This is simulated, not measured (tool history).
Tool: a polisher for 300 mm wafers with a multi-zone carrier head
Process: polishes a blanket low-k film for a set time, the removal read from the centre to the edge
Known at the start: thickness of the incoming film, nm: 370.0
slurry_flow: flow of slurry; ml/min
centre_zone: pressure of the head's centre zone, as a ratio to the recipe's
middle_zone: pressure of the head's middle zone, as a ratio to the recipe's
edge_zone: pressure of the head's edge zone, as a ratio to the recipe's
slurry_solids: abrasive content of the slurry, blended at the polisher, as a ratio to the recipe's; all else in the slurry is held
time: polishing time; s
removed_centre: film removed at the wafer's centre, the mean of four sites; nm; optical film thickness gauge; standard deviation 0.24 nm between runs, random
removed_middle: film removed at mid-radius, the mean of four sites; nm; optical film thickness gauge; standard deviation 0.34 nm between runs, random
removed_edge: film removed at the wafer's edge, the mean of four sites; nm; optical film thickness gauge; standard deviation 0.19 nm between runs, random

run 1 day=0.000 | slurry_flow=305 centre_zone=1.00 middle_zone=1.00 edge_zone=1.00 slurry_solids=1.00 time=45 | removed_centre=23.321 removed_middle=24.322 removed_edge=23.232
run 2 day=0.188 | slurry_flow=305 centre_zone=1.00 middle_zone=1.03 edge_zone=1.00 slurry_solids=1.00 time=45 | removed_centre=23.867 removed_middle=24.124 removed_edge=23.438
run 3 day=0.496 | slurry_flow=300 centre_zone=0.99 middle_zone=1.02 edge_zone=1.01 slurry_solids=1.00 time=45 | removed_centre=23.629 removed_middle=24.771 removed_edge=23.325
run 4 day=0.700 | slurry_flow=300 centre_zone=0.99 middle_zone=1.02 edge_zone=1.01 slurry_solids=1.00 time=51 | removed_centre=25.895 removed_middle=28.446 removed_edge=27.145
run 5 day=0.933 | slurry_flow=300 centre_zone=0.99 middle_zone=1.02 edge_zone=0.94 slurry_solids=1.00 time=51 | removed_centre=26.691 removed_middle=27.712 removed_edge=25.879
run 6 day=1.117 | slurry_flow=300 centre_zone=0.98 middle_zone=0.99 edge_zone=0.94 slurry_solids=1.00 time=51 | removed_centre=26.094 removed_middle=26.388 removed_edge=25.860
run 7 day=1.283 | slurry_flow=295 centre_zone=0.96 middle_zone=0.98 edge_zone=0.93 slurry_solids=1.00 time=51 | removed_centre=25.841 removed_middle=26.846 removed_edge=25.890
run 8 day=1.596 | slurry_flow=295 centre_zone=0.94 middle_zone=0.96 edge_zone=0.93 slurry_solids=1.00 time=51 | removed_centre=26.002 removed_middle=27.118 removed_edge=25.729
run 9 day=1.962 | slurry_flow=290 centre_zone=0.94 middle_zone=0.94 edge_zone=0.96 slurry_solids=0.95 time=51 | removed_centre=24.731 removed_middle=24.730 removed_edge=25.605
run 10 day=1.988 | slurry_flow=290 centre_zone=0.94 middle_zone=0.94 edge_zone=0.96 slurry_solids=0.95 time=51 | removed_centre=24.807 removed_middle=25.422 removed_edge=25.342
run 11 day=2.100 | slurry_flow=285 centre_zone=0.92 middle_zone=0.93 edge_zone=0.96 slurry_solids=0.95 time=51 | removed_centre=24.052 removed_middle=24.353 removed_edge=25.223

What does the tool deliver on the next run?
run 12 day=2.338 | slurry_flow=285 centre_zone=0.92 middle_zone=0.93 edge_zone=0.96 slurry_solids=0.95 time=51 | removed_centre=? removed_middle=? removed_edge=?

Run 12 produced removed_centre 24.649 nm, removed_middle 25.069 nm, removed_edge 25.863 nm.

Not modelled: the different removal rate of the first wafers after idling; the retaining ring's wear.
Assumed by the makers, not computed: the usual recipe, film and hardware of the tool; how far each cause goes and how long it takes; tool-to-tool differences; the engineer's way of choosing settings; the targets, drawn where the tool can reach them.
